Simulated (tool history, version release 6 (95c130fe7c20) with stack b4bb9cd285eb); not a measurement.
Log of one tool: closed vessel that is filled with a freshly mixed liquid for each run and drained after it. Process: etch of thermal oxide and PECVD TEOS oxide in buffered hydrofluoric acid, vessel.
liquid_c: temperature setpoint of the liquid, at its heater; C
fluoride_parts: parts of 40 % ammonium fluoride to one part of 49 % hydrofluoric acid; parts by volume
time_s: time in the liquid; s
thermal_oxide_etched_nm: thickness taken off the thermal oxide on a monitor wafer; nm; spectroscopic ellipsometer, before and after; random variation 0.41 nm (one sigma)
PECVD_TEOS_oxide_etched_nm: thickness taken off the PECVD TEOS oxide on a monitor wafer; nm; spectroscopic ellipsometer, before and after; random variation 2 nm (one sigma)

run	hour	liquid_c	fluoride_parts	time_s	thermal_oxide_etched_nm	PECVD_TEOS_oxide_etched_nm
1	0	21	14	60	40.824	93.983
2	5.1	23	12.5	60	50.552	117.92
3	7.2	23	9	60	68.474	159.66
4	11.9	23	5	60	117.45	279.23
5	17.2	22	5	60	112.4	259.85
6	18.1	22	5	85	158.19	369.36
7	24.3	18	8.5	85	76.119	179.31
8	27.7	19	8.5	85	80.392	188.79

Run 9 comes next. What will it give?
9	28.8	19	8.5	85	?	?

{"run 9": {"thermal_oxide_etched_nm": 80.986, "PECVD_TEOS_oxide_etched_nm": 187.8}}

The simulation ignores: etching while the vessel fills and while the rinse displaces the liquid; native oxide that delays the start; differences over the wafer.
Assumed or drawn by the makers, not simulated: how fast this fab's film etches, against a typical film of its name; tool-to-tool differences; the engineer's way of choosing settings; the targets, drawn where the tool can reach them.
